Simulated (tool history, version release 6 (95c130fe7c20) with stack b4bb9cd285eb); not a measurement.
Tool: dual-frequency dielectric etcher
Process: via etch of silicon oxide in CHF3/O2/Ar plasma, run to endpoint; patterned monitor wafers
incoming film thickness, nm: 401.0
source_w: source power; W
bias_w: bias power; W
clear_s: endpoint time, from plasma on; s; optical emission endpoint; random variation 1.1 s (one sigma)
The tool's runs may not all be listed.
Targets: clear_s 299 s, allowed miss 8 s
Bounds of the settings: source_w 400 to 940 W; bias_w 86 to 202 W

run	day	source_w	bias_w	clear_s
1	0	670	144	231.13
2	0.354	580	128	256.72
3	0.712	520	122	271.8
4	0.846	520	132	262.62
5	1.179	480	125	274.89
6	1.417	480	147	255.87
7	1.562	450	135	271.75
8	1.808	400	110	312.48

Which of these 5 next moves meets every target?
A	2.054	470	107	?
B	2.054	410	100	?
C	2.054	400	105	?
D	2.054	470	94	?
E	2.054	400	93	?

move	clear_s
A	298.52
B	322.63
C	317.54
D	317.92
E	337.17
A: meets every target
B: further off than the last run
C: further off than the last run
D: further off than the last run
E: further off than the last run
The right move is A.
